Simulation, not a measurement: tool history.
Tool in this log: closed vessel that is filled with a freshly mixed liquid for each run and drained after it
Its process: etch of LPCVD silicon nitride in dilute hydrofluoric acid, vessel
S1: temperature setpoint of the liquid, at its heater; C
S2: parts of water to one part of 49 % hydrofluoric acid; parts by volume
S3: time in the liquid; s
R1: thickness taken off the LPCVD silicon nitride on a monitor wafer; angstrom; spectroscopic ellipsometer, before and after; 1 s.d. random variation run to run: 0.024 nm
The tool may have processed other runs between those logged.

run 1 hour=0 | S1=23 S2=130 S3=850 | R1=28.478
run 2 hour=3.1 | S1=23 S2=165 S3=850 | R1=22.682
run 3 hour=8.3 | S1=23 S2=165 S3=850 | R1=22.708
run 4 hour=9 | S1=24 S2=155 S3=850 | R1=25.518
run 5 hour=11.4 | S1=21 S2=155 S3=850 | R1=21.015
run 6 hour=15.9 | S1=19 S2=155 S3=850 | R1=18.379
run 7 hour=21.4 | S1=20.5 S2=150 S3=850 | R1=21.079
run 8 hour=23.7 | S1=21.5 S2=145 S3=850 | R1=23.367
run 9 hour=29.9 | S1=22.5 S2=140 S3=850 | R1=25.685
run 10 hour=36.9 | S1=23.5 S2=135 S3=850 | R1=28.432

Predict the results of run 11:
run 11 hour=43.4 | S1=24.5 S2=130 S3=850 | R1=?

Run 11 produced R1 31.467 angstrom.
